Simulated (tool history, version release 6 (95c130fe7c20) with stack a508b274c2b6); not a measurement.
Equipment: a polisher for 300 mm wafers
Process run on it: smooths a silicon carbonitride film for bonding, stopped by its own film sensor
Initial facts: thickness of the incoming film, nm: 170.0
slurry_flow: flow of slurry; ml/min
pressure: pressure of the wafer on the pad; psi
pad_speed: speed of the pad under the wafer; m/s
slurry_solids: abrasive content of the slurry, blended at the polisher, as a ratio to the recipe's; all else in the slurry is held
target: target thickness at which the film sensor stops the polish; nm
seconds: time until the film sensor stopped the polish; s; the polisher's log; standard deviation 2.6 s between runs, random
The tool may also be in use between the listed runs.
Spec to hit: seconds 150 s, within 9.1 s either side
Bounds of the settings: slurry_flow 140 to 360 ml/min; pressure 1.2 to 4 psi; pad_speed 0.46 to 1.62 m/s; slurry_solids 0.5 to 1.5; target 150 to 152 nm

run,hour,slurry_flow,pressure,pad_speed,slurry_solids,target,seconds
1,0,230,2.6,1.04,1,150,71.94
2,3.7,230,2.6,1.04,1.1,150,71.275
3,6.4,230,2.6,1.04,1.1,150,69.582
4,14.9,230,2.3,0.96,1.1,150,83.243
5,19.4,230,2,0.9,1.1,150,97.425
6,21,230,2,0.9,0.9,150,111.25
7,28,230,1.8,0.9,0.9,150,116.7
8,33.7,230,1.7,0.88,0.9,150,130.49
9,35,230,1.7,0.88,0.9,150,131.19
10,35.6,230,1.6,0.88,0.9,150,134.94

Below are 5 possible settings for the next run. Only one of them brings all results inside the allowed miss of their targets. Which is it?
A,36.2,270,1.3,0.98,0.65,152,?
B,36.2,240,1.6,0.88,0.9,151,?
C,36.2,225,1.9,0.68,1.15,152,?
D,36.2,230,1.7,0.94,0.9,152,?
E,36.2,225,1.4,1,1,152,?

move,seconds
A,156.1
B,132.78
C,121.36
D,113.22
E,125.17
A: each result inside its tolerance
B: its largest miss is bigger than the last run's
C: its largest miss is bigger than the last run's
D: its largest miss is bigger than the last run's
E: its largest miss is bigger than the last run's
The move that meets every target is A.
